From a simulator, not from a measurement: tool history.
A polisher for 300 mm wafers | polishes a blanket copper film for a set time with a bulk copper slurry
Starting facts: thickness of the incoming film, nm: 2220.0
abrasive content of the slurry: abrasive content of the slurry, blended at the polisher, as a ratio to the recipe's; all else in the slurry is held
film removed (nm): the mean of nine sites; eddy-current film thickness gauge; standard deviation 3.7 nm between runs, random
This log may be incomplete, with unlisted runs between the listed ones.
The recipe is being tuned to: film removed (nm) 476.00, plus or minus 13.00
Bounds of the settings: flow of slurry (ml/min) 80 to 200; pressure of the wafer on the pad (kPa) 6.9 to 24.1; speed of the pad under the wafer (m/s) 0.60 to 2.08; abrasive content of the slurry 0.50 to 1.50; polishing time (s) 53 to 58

| run | hour | flow of slurry (ml/min) | pressure of the wafer on the pad (kPa) | speed of the pad under the wafer (m/s) | abrasive content of the slurry | polishing time (s) | film removed (nm) |
|---|---|---|---|---|---|---|---|
| 1 | 0.0 | 130 | 15.2 | 1.34 | 1.00 | 58 | 609.97 |
| 2 | 0.7 | 130 | 17.2 | 1.34 | 1.00 | 58 | 684.11 |
| 3 | 4.6 | 125 | 15.9 | 1.34 | 1.00 | 58 | 615.36 |
| 4 | 5.4 | 100 | 15.9 | 1.34 | 1.00 | 58 | 597.11 |
| 5 | 12.5 | 100 | 15.9 | 1.34 | 1.15 | 58 | 620.63 |
| 6 | 21.5 | 95 | 15.2 | 1.34 | 1.15 | 58 | 574.51 |
| 7 | 24.0 | 95 | 14.5 | 1.34 | 1.15 | 58 | 551.14 |
| 8 | 24.9 | 95 | 13.8 | 1.34 | 1.15 | 58 | 528.90 |
| 9 | 28.0 | 90 | 13.1 | 1.34 | 1.15 | 58 | 492.55 |

5 candidate next runs follow, results not yet known. Just one meets every target within its allowed miss. Identify it.
| A | 31.1 | 80 | 13.1 | 1.54 | 1.05 | 56 | ? |
| B | 31.1 | 100 | 9.7 | 1.80 | 1.15 | 58 | ? |
| C | 31.1 | 95 | 13.1 | 1.34 | 1.15 | 55 | ? |
| D | 31.1 | 85 | 14.5 | 1.34 | 1.10 | 58 | ? |
| E | 31.1 | 80 | 14.5 | 1.30 | 1.15 | 58 | ? |

| move | film removed (nm) |
|---|---|
| A | 520.80 |
| B | 502.51 |
| C | 473.64 |
| D | 531.45 |
| E | 512.04 |
A: misses by more than the last run did
B: misses by more than the last run did
C: every result within its allowed miss
D: misses by more than the last run did
E: misses by more than the last run did
C is the move that brings every result within its allowed miss.
